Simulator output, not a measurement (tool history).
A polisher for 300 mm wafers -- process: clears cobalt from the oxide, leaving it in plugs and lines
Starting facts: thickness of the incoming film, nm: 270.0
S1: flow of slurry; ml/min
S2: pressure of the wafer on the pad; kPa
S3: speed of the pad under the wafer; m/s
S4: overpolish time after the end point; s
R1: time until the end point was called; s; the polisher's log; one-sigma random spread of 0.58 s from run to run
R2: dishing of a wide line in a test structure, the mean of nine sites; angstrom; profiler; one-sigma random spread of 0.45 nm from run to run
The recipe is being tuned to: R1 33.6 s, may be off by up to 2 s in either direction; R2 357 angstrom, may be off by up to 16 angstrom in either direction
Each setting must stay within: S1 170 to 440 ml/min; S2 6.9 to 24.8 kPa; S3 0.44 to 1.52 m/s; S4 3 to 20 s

run,hour,S1,S2,S3,S4,R1,R2
1,0,280,15.9,0.98,10,44.664,409.85
2,3.1,280,16.5,0.98,9,42.955,399.65
3,10.5,280,16.5,0.98,6,43.437,306.24
4,16.9,330,16.5,0.98,6,42.855,308.23
5,18,330,17.2,0.98,6,40.441,322.57
6,26,330,17.9,0.98,6,38.459,320.89
# hour 30.7: slurry nozzle cleaned
7,30.7,330,18.6,0.98,6,36.756,342.7
8,38.6,330,19.3,0.98,6,34.358,336.84
9,41.7,330,19.3,1,7,34.871,381.66

5 next moves are on the table. One of them brings every result within its allowed miss. Which?
A,44.8,305,19.3,0.9,9,?,?
B,44.8,400,17.9,1.08,6,?,?
C,44.8,325,20.7,1,7,?,?
D,44.8,270,24.8,0.84,8,?,?
E,44.8,310,20.7,1.2,6,?,?

move,R1,R2
A,39.612,415.87
B,34.486,355.83
C,33.581,396.25
D,34.704,418.75
E,28.244,400.18
A: moves away from the targets compared with the last run
B: hits every target within its allowed miss
C: moves away from the targets compared with the last run
D: moves away from the targets compared with the last run
E: moves away from the targets compared with the last run
The right move is B.

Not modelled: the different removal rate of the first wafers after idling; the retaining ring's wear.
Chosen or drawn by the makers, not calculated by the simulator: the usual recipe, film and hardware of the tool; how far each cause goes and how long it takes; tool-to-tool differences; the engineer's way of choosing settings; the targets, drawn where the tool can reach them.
